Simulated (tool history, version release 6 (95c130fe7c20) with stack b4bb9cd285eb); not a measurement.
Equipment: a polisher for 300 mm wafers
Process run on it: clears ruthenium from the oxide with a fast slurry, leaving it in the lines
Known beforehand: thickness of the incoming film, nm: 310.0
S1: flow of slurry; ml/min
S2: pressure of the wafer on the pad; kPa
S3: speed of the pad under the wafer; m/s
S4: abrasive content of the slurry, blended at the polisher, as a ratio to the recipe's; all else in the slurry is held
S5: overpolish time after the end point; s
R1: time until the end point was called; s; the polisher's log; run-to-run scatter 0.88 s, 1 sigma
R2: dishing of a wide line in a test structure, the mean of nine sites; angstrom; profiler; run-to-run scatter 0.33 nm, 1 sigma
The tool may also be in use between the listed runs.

run 1 hour=0.0 | S1=295 S2=14.5 S3=1.04 S4=1.00 S5=25 | R1=93.277 R2=491.10
run 2 hour=3.7 | S1=295 S2=14.5 S3=1.04 S4=0.90 S5=25 | R1=99.238 R2=463.69
run 3 hour=10.0 | S1=295 S2=15.2 S3=1.04 S4=0.85 S5=22 | R1=98.499 R2=424.24
run 4 hour=17.6 | S1=295 S2=16.5 S3=1.02 S4=0.80 S5=20 | R1=94.367 R2=410.23
run 5 hour=19.1 | S1=295 S2=17.2 S3=1.00 S4=0.75 S5=18 | R1=94.785 R2=384.69
run 6 hour=22.3 | S1=295 S2=17.9 S3=0.98 S4=0.70 S5=16 | R1=97.425 R2=342.02

What will run 7 give?
run 7 hour=31.3 | S1=320 S2=18.6 S3=0.96 S4=0.65 S5=15 | R1=? R2=?

{"run 7": {"R1": 100.46, "R2": 326.75}}
